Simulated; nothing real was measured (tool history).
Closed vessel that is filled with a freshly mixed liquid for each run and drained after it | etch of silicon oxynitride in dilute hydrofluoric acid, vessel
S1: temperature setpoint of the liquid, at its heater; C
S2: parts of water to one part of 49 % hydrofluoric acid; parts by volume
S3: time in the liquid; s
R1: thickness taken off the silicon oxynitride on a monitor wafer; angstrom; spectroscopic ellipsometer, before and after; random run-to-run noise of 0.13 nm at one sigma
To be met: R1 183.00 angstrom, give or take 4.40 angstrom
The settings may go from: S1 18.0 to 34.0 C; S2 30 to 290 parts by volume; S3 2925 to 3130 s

run	hour	S1	S2	S3	R1
1	0.0	26.0	160	2925	271.60
2	6.5	26.0	160	3130	296.99
3	9.7	24.0	165	3130	258.06
4	12.2	22.5	165	3130	241.79
5	15.2	22.5	165	3130	243.97
6	18.7	21.5	170	3130	221.87
7	25.2	20.5	170	3130	210.75
8	29.6	20.0	170	3130	208.20
9	36.2	19.5	170	3130	203.99
10	37.8	19.0	170	3130	199.91
11	39.8	18.5	170	3130	193.97

5 next moves are on the table. One of them brings every result within its allowed miss. Which?
A	41.8	20.5	180	3130	?
B	41.8	18.5	160	3130	?
C	41.8	19.5	165	3000	?
D	41.8	20.5	185	3120	?
E	41.8	20.5	185	2960	?

move	R1
A	201.92
B	209.38
C	203.46
D	195.17
E	185.16
A: its largest miss is bigger than the last run's
B: its largest miss is bigger than the last run's
C: its largest miss is bigger than the last run's
D: its largest miss is bigger than the last run's
E: hits every target within its allowed miss
The move that meets every target is E.
